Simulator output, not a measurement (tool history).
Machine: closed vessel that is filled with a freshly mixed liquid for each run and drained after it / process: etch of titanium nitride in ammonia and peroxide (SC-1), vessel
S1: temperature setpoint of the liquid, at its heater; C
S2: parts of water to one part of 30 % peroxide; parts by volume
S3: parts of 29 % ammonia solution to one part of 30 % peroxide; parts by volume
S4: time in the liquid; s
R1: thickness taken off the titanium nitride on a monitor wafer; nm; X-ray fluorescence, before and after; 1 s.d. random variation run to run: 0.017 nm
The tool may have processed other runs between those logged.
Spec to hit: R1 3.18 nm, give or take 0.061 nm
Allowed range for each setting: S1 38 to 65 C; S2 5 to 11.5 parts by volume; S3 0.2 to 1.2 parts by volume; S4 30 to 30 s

run 1 hour=0 | S1=49 S2=6.5 S3=1 S4=30 | R1=1.7833
run 2 hour=3.5 | S1=49 S2=6.5 S3=1.2 S4=30 | R1=1.8342
run 3 hour=6.8 | S1=43.5 S2=6.5 S3=1.2 S4=30 | R1=1.2463
run 4 hour=15 | S1=47 S2=6.5 S3=1.2 S4=30 | R1=1.5962
run 5 hour=19 | S1=49.5 S2=6.5 S3=1.2 S4=30 | R1=1.8951
run 6 hour=25.7 | S1=49.5 S2=5 S3=1.2 S4=30 | R1=2.1311
run 7 hour=28.1 | S1=51 S2=5 S3=1.2 S4=30 | R1=2.3941
run 8 hour=33.6 | S1=51 S2=5 S3=1.2 S4=30 | R1=2.3827
run 9 hour=40.3 | S1=52 S2=5 S3=1.2 S4=30 | R1=2.5472
run 10 hour=48.2 | S1=53 S2=5 S3=1.2 S4=30 | R1=2.7153

Below are 4 possible settings for the next run. Only one of them brings all results inside the allowed miss of their targets. Which is it?
run A hour=56.1 | S1=54.5 S2=5 S3=1.2 S4=30 | R1=?
run B hour=56.1 | S1=55.5 S2=5 S3=1.15 S4=30 | R1=?
run C hour=56.1 | S1=55 S2=5 S3=0.95 S4=30 | R1=?
run D hour=56.1 | S1=55.5 S2=5.5 S3=1.15 S4=30 | R1=?

move=A R1=3.0163
move=B R1=3.2133
move=C R1=3.0415
move=D R1=3.0855
A: better than the last run, though not everything is in spec
B: in spec on every target
C: better than the last run, though not everything is in spec
D: better than the last run, though not everything is in spec
Answer: B
